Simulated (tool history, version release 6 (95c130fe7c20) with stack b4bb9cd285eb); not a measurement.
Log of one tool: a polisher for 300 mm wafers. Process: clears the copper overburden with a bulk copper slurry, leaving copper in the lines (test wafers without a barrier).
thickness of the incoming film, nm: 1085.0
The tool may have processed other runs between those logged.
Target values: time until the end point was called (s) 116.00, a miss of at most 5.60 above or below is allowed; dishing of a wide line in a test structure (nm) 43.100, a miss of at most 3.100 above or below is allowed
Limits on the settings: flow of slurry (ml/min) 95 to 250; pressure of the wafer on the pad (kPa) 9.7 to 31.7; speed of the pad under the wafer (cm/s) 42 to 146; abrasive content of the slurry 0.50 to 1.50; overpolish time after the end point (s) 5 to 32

run	day	flow of slurry (ml/min)	pressure of the wafer on the pad (kPa)	speed of the pad under the wafer (cm/s)	abrasive content of the slurry	overpolish time after the end point (s)	time until the end point was called (s)	dishing of a wide line in a test structure (nm)
1	0.000	160	20.7	94	1.00	16	126.48	78.244
2	0.312	160	20.0	100	1.00	12	118.59	63.875
3	0.388	160	19.3	102	1.00	10	121.22	54.573
4	0.679	160	19.3	102	1.00	13	123.30	66.773
5	0.733	160	19.3	102	1.00	10	122.18	54.923
6	0.850	160	19.3	112	1.00	10	111.34	58.663
7	1.138	160	18.6	112	1.00	9	115.95	53.025
8	1.362	160	17.9	114	1.00	5	120.13	29.927
9	1.521	165	20.0	106	1.00	8	115.83	47.996

Which one of the following 4 next-run settings gets every result inside its allowed miss? There is exactly one.
A	1.679	175	22.1	106	1.20	7	?	?
B	1.679	220	19.3	116	1.05	8	?	?
C	1.679	155	22.1	102	1.30	8	?	?
D	1.679	140	22.8	94	1.10	7	?	?

move	time until the end point was called (s)	dishing of a wide line in a test structure (nm)
A	98.45	50.296
B	101.71	54.187
C	102.74	54.249
D	113.55	44.622
A: its largest miss is bigger than the last run's
B: its largest miss is bigger than the last run's
C: its largest miss is bigger than the last run's
D: all results in spec
D meets every target.

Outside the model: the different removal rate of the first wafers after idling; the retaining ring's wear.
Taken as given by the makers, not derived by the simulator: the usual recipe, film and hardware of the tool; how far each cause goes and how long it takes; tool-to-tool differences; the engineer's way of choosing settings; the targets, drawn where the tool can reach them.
